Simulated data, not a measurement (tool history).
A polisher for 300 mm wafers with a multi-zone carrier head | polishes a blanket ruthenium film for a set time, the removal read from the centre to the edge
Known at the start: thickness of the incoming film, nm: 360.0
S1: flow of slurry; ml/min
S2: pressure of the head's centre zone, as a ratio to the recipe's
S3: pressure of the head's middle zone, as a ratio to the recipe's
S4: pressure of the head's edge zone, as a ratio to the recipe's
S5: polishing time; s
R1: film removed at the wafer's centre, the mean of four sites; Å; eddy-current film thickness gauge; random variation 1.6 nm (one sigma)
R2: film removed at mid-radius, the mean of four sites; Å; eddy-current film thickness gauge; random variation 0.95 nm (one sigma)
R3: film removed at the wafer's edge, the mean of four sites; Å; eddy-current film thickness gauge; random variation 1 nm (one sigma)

run,hour,S1,S2,S3,S4,S5,R1,R2,R3
1,0.0,185,1.00,1.00,1.00,67,1013.40,1007.60,1040.9
2,5.1,195,1.02,0.99,1.04,68,1044.90,1033.90,1094.0
3,12.6,220,1.02,0.99,1.04,68,1086.70,1066.20,1111.4
4,13.2,185,1.02,0.99,1.04,68,1046.40,1016.60,1102.4
5,21.4,185,0.99,0.99,1.04,68,1043.00,1023.10,1084.8
6,30.2,150,0.99,0.99,1.04,68,967.63,992.39,1052.6

Run 7 comes next. What will it give?
# hour 37.1: edge zone pressure recalibrated
7,37.1,170,1.02,0.98,1.06,68,?,?,?

{"run 7": {"R1": 1048.2, "R2": 995.25, "R3": 1053.1}}
